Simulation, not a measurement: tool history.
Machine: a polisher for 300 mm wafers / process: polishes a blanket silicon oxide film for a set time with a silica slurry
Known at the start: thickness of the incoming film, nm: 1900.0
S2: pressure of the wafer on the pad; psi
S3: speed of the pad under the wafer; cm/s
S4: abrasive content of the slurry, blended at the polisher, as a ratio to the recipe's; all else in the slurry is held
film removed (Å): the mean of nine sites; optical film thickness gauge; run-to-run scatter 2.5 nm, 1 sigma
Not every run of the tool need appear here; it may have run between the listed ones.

Run 1, hour 0.0: flow of slurry (ml/min) 135, S2 4.7 psi, S3 134 cm/s, S4 1.0, polishing time (s) 49. Result: film removed (Å) 1990.8.
Run 2, hour 2.8: flow of slurry (ml/min) 115, S2 4.7 psi, S3 134 cm/s, S4 1.0, polishing time (s) 49. Result: film removed (Å) 1956.2.
Run 3, hour 7.2: flow of slurry (ml/min) 115, S2 5.0 psi, S3 134 cm/s, S4 1.0, polishing time (s) 49. Result: film removed (Å) 2001.2.
Run 4, hour 8.1: flow of slurry (ml/min) 125, S2 5.3 psi, S3 134 cm/s, S4 1.0, polishing time (s) 49. Result: film removed (Å) 2117.7.
Run 5, hour 14.8: flow of slurry (ml/min) 130, S2 5.6 psi, S3 134 cm/s, S4 1.0, polishing time (s) 49. Result: film removed (Å) 2211.9.
Run 6, hour 23.0: flow of slurry (ml/min) 105, S2 5.6 psi, S3 134 cm/s, S4 1.0, polishing time (s) 49. Result: film removed (Å) 2097.7.
Run 7, hour 31.1: flow of slurry (ml/min) 115, S2 5.8 psi, S3 134 cm/s, S4 1.0, polishing time (s) 49. Result: film removed (Å) 2233.6.
Run 8, hour 38.7: flow of slurry (ml/min) 125, S2 6.0 psi, S3 134 cm/s, S4 1.0, polishing time (s) 49. Result: film removed (Å) 2272.7.
Run 9, hour 43.4: flow of slurry (ml/min) 130, S2 6.2 psi, S3 136 cm/s, S4 1.0, polishing time (s) 49. Result: film removed (Å) 2380.4.
Run 10, hour 51.3: flow of slurry (ml/min) 135, S2 6.4 psi, S3 136 cm/s, S4 1.0, polishing time (s) 49. Result: film removed (Å) 2442.8.
Run 11, hour 53.6: flow of slurry (ml/min) 135, S2 6.6 psi, S3 136 cm/s, S4 1.0, polishing time (s) 49. Result: film removed (Å) 2522.7.
Run 12, hour 55.9: flow of slurry (ml/min) 140, S2 6.7 psi, S3 136 cm/s, S4 1.0, polishing time (s) 49. Result: film removed (Å) 2566.1.

Forecast run 13:
Run 13, hour 57.2: flow of slurry (ml/min) 145, S2 6.8 psi, S3 136 cm/s, S4 1.0, polishing time (s) 49. Result: film removed (Å) ?.

film removed (Å): 2577.2
